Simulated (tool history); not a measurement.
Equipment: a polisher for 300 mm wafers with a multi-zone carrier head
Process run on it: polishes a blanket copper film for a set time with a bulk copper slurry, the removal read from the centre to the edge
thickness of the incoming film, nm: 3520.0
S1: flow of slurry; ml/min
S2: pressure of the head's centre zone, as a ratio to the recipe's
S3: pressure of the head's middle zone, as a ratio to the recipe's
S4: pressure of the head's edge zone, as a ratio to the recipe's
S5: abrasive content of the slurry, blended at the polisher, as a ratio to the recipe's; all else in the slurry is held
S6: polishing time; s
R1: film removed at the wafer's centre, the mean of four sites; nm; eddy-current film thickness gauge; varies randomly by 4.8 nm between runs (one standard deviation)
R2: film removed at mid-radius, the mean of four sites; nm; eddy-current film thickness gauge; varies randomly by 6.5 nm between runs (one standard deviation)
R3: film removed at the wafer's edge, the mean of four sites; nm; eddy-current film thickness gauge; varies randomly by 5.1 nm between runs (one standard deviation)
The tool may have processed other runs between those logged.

run,hour,S1,S2,S3,S4,S5,S6,R1,R2,R3
1,0.0,140,1.00,1.00,1.00,1.00,48,580.99,572.42,599.29
2,3.4,135,0.98,1.01,0.99,0.95,48,556.44,574.56,574.88
3,11.5,135,0.98,1.01,0.99,0.75,48,542.87,546.85,550.82
4,13.4,135,0.98,1.01,0.99,0.55,48,512.06,525.37,534.07
5,19.6,130,0.96,1.01,0.98,0.55,48,489.73,519.61,530.75
6,27.8,115,0.96,1.01,0.98,0.55,48,490.92,509.15,514.37
7,36.6,115,0.96,1.01,0.98,0.55,48,490.44,509.70,514.58
8,39.5,115,0.94,1.01,0.98,0.55,48,472.81,512.46,531.46

Run 9 is up next; what results do you expect?
9,45.7,95,0.88,1.09,0.88,0.50,45,?,?,?

{"run 9": {"R1": 396.6, "R2": 478.96, "R3": 439.53}}

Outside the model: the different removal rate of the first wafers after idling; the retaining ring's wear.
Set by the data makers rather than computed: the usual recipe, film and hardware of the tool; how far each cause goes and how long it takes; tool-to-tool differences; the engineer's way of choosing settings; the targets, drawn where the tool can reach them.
